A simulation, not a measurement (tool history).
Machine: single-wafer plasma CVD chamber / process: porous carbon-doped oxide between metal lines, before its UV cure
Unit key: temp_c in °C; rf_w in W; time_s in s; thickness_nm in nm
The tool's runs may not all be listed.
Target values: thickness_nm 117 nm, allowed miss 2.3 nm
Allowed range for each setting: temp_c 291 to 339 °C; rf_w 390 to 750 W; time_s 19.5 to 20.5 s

Run 1, hour 0: temp_c 315 °C, rf_w 570 W, time_s 20.5 s. Result: thickness_nm 102.58 nm.
Run 2, hour 3.5: temp_c 311 °C, rf_w 575 W, time_s 20.5 s. Result: thickness_nm 105.18 nm.
Run 3, hour 9.1: temp_c 311 °C, rf_w 575 W, time_s 19.5 s. Result: thickness_nm 99.389 nm.
Run 4, hour 16.2: temp_c 311 °C, rf_w 615 W, time_s 19.5 s. Result: thickness_nm 104.86 nm.
Run 5, hour 19.6: temp_c 304 °C, rf_w 615 W, time_s 19.5 s. Result: thickness_nm 107.06 nm.
Run 6, hour 24.6: temp_c 304 °C, rf_w 615 W, time_s 19.5 s. Result: thickness_nm 108.62 nm.
Run 7, hour 30.9: temp_c 302 °C, rf_w 620 W, time_s 19.5 s. Result: thickness_nm 109.79 nm.
Run 8, hour 34.2: temp_c 300 °C, rf_w 625 W, time_s 19.5 s. Result: thickness_nm 112.26 nm.
At hour 38.6: thermocouple changed; heater temperature recalibrated.
Run 9, hour 38.6: temp_c 300 °C, rf_w 625 W, time_s 19.5 s. Result: thickness_nm 114.13 nm.
Run 10, hour 43.9: temp_c 299 °C, rf_w 625 W, time_s 19.5 s. Result: thickness_nm 114.78 nm.

Of the 4 settings listed for the next run, only one would bring every result within its allowed miss of target. Which one?
Run A, hour 49.2: temp_c 301 °C, rf_w 585 W, time_s 19.7 s. Result: thickness_nm ?.
Run B, hour 49.2: temp_c 291 °C, rf_w 585 W, time_s 20 s. Result: thickness_nm ?.
Run C, hour 49.2: temp_c 306 °C, rf_w 585 W, time_s 20.1 s. Result: thickness_nm ?.
Run D, hour 49.2: temp_c 304 °C, rf_w 645 W, time_s 19.5 s. Result: thickness_nm ?.

move  thickness_nm
   A        110.11
   B        117.53
   C        109.57
   D        114.18
A: lands further from the targets than the last run did
B: hits every target within its allowed miss
C: lands further from the targets than the last run did
D: lands further from the targets than the last run did
Move B is the one to make.

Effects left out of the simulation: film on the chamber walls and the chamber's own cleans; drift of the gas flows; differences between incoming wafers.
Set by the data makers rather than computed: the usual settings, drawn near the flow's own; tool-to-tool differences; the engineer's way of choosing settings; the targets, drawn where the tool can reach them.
